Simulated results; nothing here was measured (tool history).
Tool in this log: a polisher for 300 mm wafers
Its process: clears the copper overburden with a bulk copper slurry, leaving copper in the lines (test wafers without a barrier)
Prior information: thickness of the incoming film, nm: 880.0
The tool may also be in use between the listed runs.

run,hour,flow of slurry (ml/min),pressure of the wafer on the pad (psi),speed of the pad under the wafer (m/s),abrasive content of the slurry,overpolish time after the end point (s),time until the end point was called (s),dishing of a wide line in a test structure (Å)
1,0.0,215,2.0,1.32,1.00,25,76.163,678.96
2,8.6,215,2.0,1.06,1.00,25,93.137,648.10
3,16.5,215,2.0,1.06,0.85,25,95.575,614.70
4,20.7,215,2.1,1.06,0.80,23,92.964,634.03
5,26.1,220,2.1,1.12,0.75,21,90.342,629.64
6,28.1,210,2.1,1.20,0.70,19,83.844,597.39
7,29.7,210,2.2,1.20,0.70,18,81.077,613.69

Run 8 comes next. What will it give?
8,35.9,220,2.5,1.34,0.70,8,?,?

{"run 8": {"time until the end point was called (s)": 65.598, "dishing of a wide line in a test structure (Å)": 470.95}}
